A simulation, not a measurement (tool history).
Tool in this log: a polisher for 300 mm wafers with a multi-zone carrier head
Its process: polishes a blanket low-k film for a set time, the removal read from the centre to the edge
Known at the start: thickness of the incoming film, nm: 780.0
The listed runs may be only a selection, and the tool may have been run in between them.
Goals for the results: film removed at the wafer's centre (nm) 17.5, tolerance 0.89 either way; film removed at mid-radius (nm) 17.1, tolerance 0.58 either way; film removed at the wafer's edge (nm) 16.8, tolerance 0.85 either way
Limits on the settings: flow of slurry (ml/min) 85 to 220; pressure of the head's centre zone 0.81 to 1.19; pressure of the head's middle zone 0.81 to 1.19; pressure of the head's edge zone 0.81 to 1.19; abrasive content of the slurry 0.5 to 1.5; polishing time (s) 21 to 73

run	hour	flow of slurry (ml/min)	pressure of the head's centre zone	pressure of the head's middle zone	pressure of the head's edge zone	abrasive content of the slurry	polishing time (s)	film removed at the wafer's centre (nm)	film removed at mid-radius (nm)	film removed at the wafer's edge (nm)
1	0	140	1	1	1	1	47	19.599	20.904	19.804
2	8	135	1	0.98	0.98	0.95	47	18.977	19.607	19.192
3	12.8	135	1	0.98	0.98	1.15	47	20.451	21.568	20.877
4	20.4	135	1	0.98	0.98	1.15	42	18.602	19.467	19.184
5	24.4	135	1	0.98	0.93	1.15	42	18.537	19.522	18.553
6	25.4	130	1	0.97	0.92	1.15	42	18.377	19.329	18.239
7	31.2	125	1	0.96	0.91	1.15	42	18.528	18.633	18.088
8	32.1	120	1	0.96	0.9	1.15	42	18.438	18.875	17.459
9	37.4	115	0.99	0.95	0.9	1.15	42	18.248	18.116	17.652
10	44.3	110	0.99	0.95	0.9	1.15	42	17.155	18.542	18.178
11	45.9	110	0.99	0.94	0.89	1.15	42	18.191	17.945	16.948
12	49	105	0.99	0.94	0.9	1.15	42	17.513	17.867	17.276

Which single option among these 5 for the next run brings every result within its allowed miss of target? Just one does.
A	52.1	110	0.99	0.91	0.86	1.1	42	?	?	?
B	52.1	95	0.95	0.98	0.91	1.15	43	?	?	?
C	52.1	135	1.01	1.01	0.88	1.05	41	?	?	?
D	52.1	125	1.05	1.03	0.88	1	41	?	?	?
E	52.1	95	1.1	1.03	0.81	0.95	43	?	?	?

move	film removed at the wafer's centre (nm)	film removed at mid-radius (nm)	film removed at the wafer's edge (nm)
A	17.163	17.391	16.879
B	16.691	18.755	17.743
C	17.41	18.676	16.677
D	17.445	18.304	16.147
E	17.7	17.837	15.391
A: every result within its allowed miss
B: moves away from the targets compared with the last run
C: moves away from the targets compared with the last run
D: moves away from the targets compared with the last run
E: moves away from the targets compared with the last run
Go with A: it meets all targets.

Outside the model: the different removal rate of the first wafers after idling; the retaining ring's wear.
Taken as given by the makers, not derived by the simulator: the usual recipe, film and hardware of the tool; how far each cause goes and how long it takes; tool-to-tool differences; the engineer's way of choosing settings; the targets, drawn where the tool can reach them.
